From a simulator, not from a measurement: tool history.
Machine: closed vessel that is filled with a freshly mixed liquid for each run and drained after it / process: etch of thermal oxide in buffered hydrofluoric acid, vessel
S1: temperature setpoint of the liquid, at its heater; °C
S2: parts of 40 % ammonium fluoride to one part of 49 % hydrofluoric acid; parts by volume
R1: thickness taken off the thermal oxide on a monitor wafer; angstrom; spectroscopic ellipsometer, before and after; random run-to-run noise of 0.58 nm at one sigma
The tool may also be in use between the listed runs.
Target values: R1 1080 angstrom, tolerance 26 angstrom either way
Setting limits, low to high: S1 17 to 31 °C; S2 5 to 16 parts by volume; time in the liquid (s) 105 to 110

Run 1, hour 0: S1 23 °C, S2 9.5 parts by volume, time in the liquid (s) 105. Result: R1 1194 angstrom.
Run 2, hour 6: S1 23 °C, S2 8 parts by volume, time in the liquid (s) 105. Result: R1 1395 angstrom.
Run 3, hour 14.1: S1 22 °C, S2 8 parts by volume, time in the liquid (s) 105. Result: R1 1336.1 angstrom.
Run 4, hour 18.3: S1 22 °C, S2 8 parts by volume, time in the liquid (s) 105. Result: R1 1318.2 angstrom.
Run 5, hour 21.2: S1 20.5 °C, S2 8 parts by volume, time in the liquid (s) 105. Result: R1 1220.3 angstrom.
Run 6, hour 24.2: S1 20.5 °C, S2 8 parts by volume, time in the liquid (s) 110. Result: R1 1288.4 angstrom.
Run 7, hour 25.3: S1 20 °C, S2 8 parts by volume, time in the liquid (s) 110. Result: R1 1251.3 angstrom.
Run 8, hour 30.2: S1 19.5 °C, S2 8 parts by volume, time in the liquid (s) 110. Result: R1 1212.1 angstrom.
Run 9, hour 37.4: S1 19 °C, S2 8 parts by volume, time in the liquid (s) 110. Result: R1 1177.4 angstrom.
Run 10, hour 46.1: S1 18.5 °C, S2 8 parts by volume, time in the liquid (s) 110. Result: R1 1136.9 angstrom.
Run 11, hour 51.3: S1 18.5 °C, S2 8 parts by volume, time in the liquid (s) 110. Result: R1 1142.9 angstrom.
Run 12, hour 58.6: S1 18 °C, S2 8 parts by volume, time in the liquid (s) 110. Result: R1 1109.9 angstrom.

Next run, 5 choices. One meets every target within its allowed miss, the rest don't. Which?
Run A, hour 65.9: S1 18.5 °C, S2 8 parts by volume, time in the liquid (s) 110. Result: R1 ?.
Run B, hour 65.9: S1 20 °C, S2 10 parts by volume, time in the liquid (s) 110. Result: R1 ?.
Run C, hour 65.9: S1 23.5 °C, S2 10.5 parts by volume, time in the liquid (s) 105. Result: R1 ?.
Run D, hour 65.9: S1 18 °C, S2 7.5 parts by volume, time in the liquid (s) 105. Result: R1 ?.
Run E, hour 65.9: S1 17 °C, S2 7.5 parts by volume, time in the liquid (s) 105. Result: R1 ?.

move      R1
   A  1139.7
   B  1021.1
   C  1128.2
   D  1134.1
   E  1071.4
A: the biggest miss grows against the last run
B: moves the result that the last run missed by most past its target, out the other side
C: the biggest miss grows against the last run
D: the biggest miss grows against the last run
E: hits every target within its allowed miss
So the answer is move E, the one that meets all the targets.
